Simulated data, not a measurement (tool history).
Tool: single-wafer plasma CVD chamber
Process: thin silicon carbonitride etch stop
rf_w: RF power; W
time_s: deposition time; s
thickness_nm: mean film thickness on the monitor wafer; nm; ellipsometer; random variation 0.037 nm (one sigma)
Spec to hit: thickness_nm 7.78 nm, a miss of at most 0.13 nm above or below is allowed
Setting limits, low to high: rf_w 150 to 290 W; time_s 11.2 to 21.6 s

Run 1, hour 0: rf_w 220 W, time_s 16.4 s. Result: thickness_nm 10.612 nm.
Run 2, hour 5: rf_w 210 W, time_s 15.6 s. Result: thickness_nm 9.8951 nm.
Run 3, hour 8: rf_w 180 W, time_s 15.6 s. Result: thickness_nm 9.5865 nm.
Run 4, hour 15.4: rf_w 160 W, time_s 15.6 s. Result: thickness_nm 9.3379 nm.
Run 5, hour 20.4: rf_w 185 W, time_s 15.6 s. Result: thickness_nm 9.6778 nm.
Run 6, hour 25.3: rf_w 200 W, time_s 15.6 s. Result: thickness_nm 9.7973 nm.
Run 7, hour 26.2: rf_w 195 W, time_s 15 s. Result: thickness_nm 9.3251 nm.
Run 8, hour 30.4: rf_w 190 W, time_s 14.6 s. Result: thickness_nm 9.1499 nm.

Of the 4 settings listed for the next run, only one would bring every result within its allowed miss of target. Which one?
Run A, hour 34.6: rf_w 195 W, time_s 12.8 s. Result: thickness_nm ?.
Run B, hour 34.6: rf_w 170 W, time_s 12.4 s. Result: thickness_nm ?.
Run C, hour 34.6: rf_w 170 W, time_s 13.5 s. Result: thickness_nm ?.
Run D, hour 34.6: rf_w 185 W, time_s 12.6 s. Result: thickness_nm ?.

move  thickness_nm
   A        8.0001
   B        7.5113
   C        8.1776
   D        7.7802
A: nearer than the last run, and not there yet
B: takes the result that was furthest off past its target
C: nearer than the last run, and not there yet
D: all results land within tolerance of their targets
D meets every target.

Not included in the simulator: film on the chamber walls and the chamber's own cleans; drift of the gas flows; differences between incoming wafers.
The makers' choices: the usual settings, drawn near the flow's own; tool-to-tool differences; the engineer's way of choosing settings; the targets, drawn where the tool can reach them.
